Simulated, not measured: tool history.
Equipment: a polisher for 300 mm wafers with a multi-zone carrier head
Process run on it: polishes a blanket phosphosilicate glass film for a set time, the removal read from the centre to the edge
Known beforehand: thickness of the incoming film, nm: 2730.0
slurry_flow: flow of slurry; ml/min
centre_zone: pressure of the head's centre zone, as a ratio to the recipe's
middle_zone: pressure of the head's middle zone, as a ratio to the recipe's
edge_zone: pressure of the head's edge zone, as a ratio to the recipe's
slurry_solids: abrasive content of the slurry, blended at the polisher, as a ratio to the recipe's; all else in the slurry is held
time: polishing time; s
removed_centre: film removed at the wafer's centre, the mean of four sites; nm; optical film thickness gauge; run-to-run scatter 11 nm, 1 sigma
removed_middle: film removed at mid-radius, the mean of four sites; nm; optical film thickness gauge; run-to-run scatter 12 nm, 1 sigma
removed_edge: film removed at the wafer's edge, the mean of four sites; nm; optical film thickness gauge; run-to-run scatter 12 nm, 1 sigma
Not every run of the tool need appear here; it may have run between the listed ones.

run	hour	slurry_flow	centre_zone	middle_zone	edge_zone	slurry_solids	time	removed_centre	removed_middle	removed_edge
1	0.0	160	1.00	1.00	1.00	1.00	84	781.32	767.17	777.10
2	2.5	160	1.00	1.00	1.00	1.10	84	831.98	802.23	819.01
3	11.4	160	0.98	1.00	1.02	1.15	85	848.89	831.64	838.13
4	20.2	160	1.05	1.00	1.02	1.15	85	916.56	841.88	870.40
5	20.7	160	1.05	1.00	1.02	1.15	72	757.99	695.93	712.02
6	27.7	160	1.05	1.00	1.02	1.15	57	591.75	562.17	571.91
7	31.9	170	0.95	0.99	1.12	1.40	80	845.51	866.62	925.28

Run 8 comes next. What will it give?
8	35.1	170	0.94	0.99	1.13	1.40	82	?	?	?

Run 8 measured removed_centre 872.58 nm, removed_middle 891.84 nm, removed_edge 954.77 nm.
